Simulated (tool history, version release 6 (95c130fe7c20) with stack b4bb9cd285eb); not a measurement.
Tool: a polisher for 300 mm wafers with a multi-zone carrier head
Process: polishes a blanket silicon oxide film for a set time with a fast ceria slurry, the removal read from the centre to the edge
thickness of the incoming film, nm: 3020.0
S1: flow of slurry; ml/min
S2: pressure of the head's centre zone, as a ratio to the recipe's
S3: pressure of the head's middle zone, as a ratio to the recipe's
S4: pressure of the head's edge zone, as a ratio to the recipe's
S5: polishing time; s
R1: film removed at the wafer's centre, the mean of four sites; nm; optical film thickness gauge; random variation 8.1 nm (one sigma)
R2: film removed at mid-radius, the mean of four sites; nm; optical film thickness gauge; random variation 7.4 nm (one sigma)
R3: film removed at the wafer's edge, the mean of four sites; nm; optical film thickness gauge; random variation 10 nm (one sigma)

run,hour,S1,S2,S3,S4,S5,R1,R2,R3
1,0.0,270,1.00,1.00,1.00,76,1053.60,995.88,1017.80
2,7.7,270,1.00,0.96,1.00,76,1034.80,970.74,1018.40
3,13.9,265,0.98,0.95,0.99,76,1025.00,951.22,1010.70
4,16.1,260,0.96,0.95,0.99,75,971.90,965.99,993.80
5,17.5,260,0.96,0.99,0.99,75,988.73,985.78,991.68
6,19.4,260,0.96,0.99,0.92,75,984.68,986.91,977.73

Run 7 comes next. What will it give?
7,21.0,255,0.94,0.97,0.92,75,?,?,?

{"run 7": {"R1": 938.23, "R2": 953.16, "R3": 951.42}}
